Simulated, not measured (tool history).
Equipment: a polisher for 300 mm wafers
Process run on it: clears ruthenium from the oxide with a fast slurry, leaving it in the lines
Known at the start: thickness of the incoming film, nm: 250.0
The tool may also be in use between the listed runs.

run	day	flow of slurry (ml/min)	pressure of the wafer on the pad (kPa)	speed of the pad under the wafer (cm/s)	abrasive content of the slurry	overpolish time after the end point (s)	time until the end point was called (s)	dishing of a wide line in a test structure (angstrom)
1	0	270	22.1	98	1	10	66.325	292.64
2	0.129	270	19.3	94	1	11	77.732	281.07
3	0.45	270	17.2	90	1	12	91.365	262.38
4	0.488	270	15.9	88	1	13	100.12	254.51
5	0.629	270	15.9	88	1	16	101.16	304.9
6	0.983	325	15.9	88	1	16	98.31	312.99
7	1.029	320	14.5	86	1	16	110.55	281.71
8	1.329	320	14.5	86	1	16	108.09	284.84
9	1.567	315	13.8	86	1	16	114.32	265.84
10	1.917	315	13.1	86	1	17	119.54	276.31
11	2.133	310	12.4	86	1	17	124.91	260.85
12	2.429	300	11.7	86	1	17	133.72	252.69
13	2.608	300	11.7	86	1	17	133.55	251.45
14	2.883	290	11.7	86	1	17	134.45	249.63
15	3.225	280	11.7	86	1	17	135.43	246.03
16	3.296	255	10.3	86	1	18	155.99	233.99
17	3.362	310	10.3	86	1	18	151.63	237.67

What does the tool deliver on the next run?
18	3.567	315	10.3	86	1	18	?	?

Run 18 produced time until the end point was called (s) 154, dishing of a wide line in a test structure (angstrom) 238.86.

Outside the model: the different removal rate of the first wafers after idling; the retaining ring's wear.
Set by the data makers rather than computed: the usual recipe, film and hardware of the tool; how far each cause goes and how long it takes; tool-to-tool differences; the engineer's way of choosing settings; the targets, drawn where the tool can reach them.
